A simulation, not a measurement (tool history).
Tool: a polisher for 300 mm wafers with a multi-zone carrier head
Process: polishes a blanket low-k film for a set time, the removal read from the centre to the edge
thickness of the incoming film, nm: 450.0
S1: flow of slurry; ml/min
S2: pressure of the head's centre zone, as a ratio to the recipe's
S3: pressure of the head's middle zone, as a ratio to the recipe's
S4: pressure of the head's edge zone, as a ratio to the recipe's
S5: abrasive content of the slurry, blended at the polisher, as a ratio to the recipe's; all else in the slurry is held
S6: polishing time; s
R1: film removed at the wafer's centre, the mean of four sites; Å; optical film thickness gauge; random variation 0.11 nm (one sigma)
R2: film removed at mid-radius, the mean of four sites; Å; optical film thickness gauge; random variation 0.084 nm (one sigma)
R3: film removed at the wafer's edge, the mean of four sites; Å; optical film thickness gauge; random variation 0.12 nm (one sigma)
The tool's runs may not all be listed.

| run | hour | S1 | S2 | S3 | S4 | S5 | S6 | R1 | R2 | R3 |
|---|---|---|---|---|---|---|---|---|---|---|
| 1 | 0 | 310 | 1 | 1 | 1 | 1 | 38 | 158.13 | 163.59 | 160.67 |
| 2 | 5.3 | 310 | 1 | 1 | 1.07 | 1 | 38 | 159.18 | 164.38 | 167.45 |
| 3 | 13.3 | 290 | 0.94 | 1 | 1.05 | 0.9 | 38 | 140.34 | 152.1 | 154.18 |
| 4 | 14.2 | 260 | 0.94 | 1 | 1.05 | 0.9 | 38 | 139.2 | 150.69 | 153.19 |
| 5 | 15.2 | 260 | 0.94 | 1 | 1.05 | 0.9 | 42 | 152.55 | 166.84 | 169.73 |
| 6 | 20.4 | 240 | 0.9 | 1.01 | 1.06 | 0.8 | 42 | 135.31 | 156.99 | 155.92 |
| 7 | 25.6 | 225 | 0.87 | 1.01 | 1.07 | 0.75 | 42 | 128.19 | 149.91 | 152.57 |
| 8 | 28.9 | 215 | 0.85 | 1.02 | 1.08 | 0.7 | 42 | 118.84 | 141.96 | 146.54 |

Run 9 comes next. What will it give?
| 9 | 30.1 | 210 | 0.84 | 1.03 | 1.07 | 0.7 | 42 | ? | ? | ? |

{"run 9": {"R1": 116.46, "R2": 143.83, "R3": 147.54}}
